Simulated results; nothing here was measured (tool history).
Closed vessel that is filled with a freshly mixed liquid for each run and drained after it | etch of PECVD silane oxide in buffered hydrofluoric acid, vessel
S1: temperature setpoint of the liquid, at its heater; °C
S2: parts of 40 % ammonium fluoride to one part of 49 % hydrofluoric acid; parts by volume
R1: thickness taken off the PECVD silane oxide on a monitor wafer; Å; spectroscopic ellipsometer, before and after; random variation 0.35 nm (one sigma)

Run 1, hour 0: S1 22 °C, S2 18.5 parts by volume, time in the liquid (s) 30. Result: R1 236 Å.
Run 2, hour 2: S1 22 °C, S2 15.5 parts by volume, time in the liquid (s) 30. Result: R1 276.5 Å.
Run 3, hour 3.9: S1 24 °C, S2 15.5 parts by volume, time in the liquid (s) 30. Result: R1 316.34 Å.
Run 4, hour 12.3: S1 24 °C, S2 20 parts by volume, time in the liquid (s) 30. Result: R1 243.01 Å.
Run 5, hour 17.5: S1 26 °C, S2 19.5 parts by volume, time in the liquid (s) 30. Result: R1 283.07 Å.
Run 6, hour 19.3: S1 27.5 °C, S2 19 parts by volume, time in the liquid (s) 30. Result: R1 308.49 Å.
Run 7, hour 24.5: S1 28.5 °C, S2 18.5 parts by volume, time in the liquid (s) 30. Result: R1 338.14 Å.
Run 8, hour 28.7: S1 29 °C, S2 18.5 parts by volume, time in the liquid (s) 30. Result: R1 347.99 Å.

The next listed run, before its measurement:
Run 9, hour 31.1: S1 29.5 °C, S2 18.5 parts by volume, time in the liquid (s) 30. Result: R1 ?.

Run 9 gave R1 357.82 Å.
